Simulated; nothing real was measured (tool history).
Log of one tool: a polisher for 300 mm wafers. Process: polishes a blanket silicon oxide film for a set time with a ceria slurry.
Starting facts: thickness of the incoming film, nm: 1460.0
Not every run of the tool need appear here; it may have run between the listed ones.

run    day  flow of slurry (ml/min)  pressure of the wafer on the pad (psi)  speed of the pad under the wafer (m/s)  polishing time (s)  film removed (nm)
  1  0.000                      235                                     2.4                                    1.20                  39             181.65
  2  0.154                      235                                     2.4                                    1.04                  39             156.40
  3  0.267                      235                                     2.6                                    1.04                  39             170.08
  4  0.425                      235                                     2.6                                    1.04                  39             164.69
  5  0.754                      235                                     2.8                                    1.06                  39             182.47
  6  0.988                      235                                     2.8                                    1.06                  39             181.88

What will run 7 give?
  7  1.296                      235                                     2.9                                    1.06                  39                  ?

film removed (nm): 191.07

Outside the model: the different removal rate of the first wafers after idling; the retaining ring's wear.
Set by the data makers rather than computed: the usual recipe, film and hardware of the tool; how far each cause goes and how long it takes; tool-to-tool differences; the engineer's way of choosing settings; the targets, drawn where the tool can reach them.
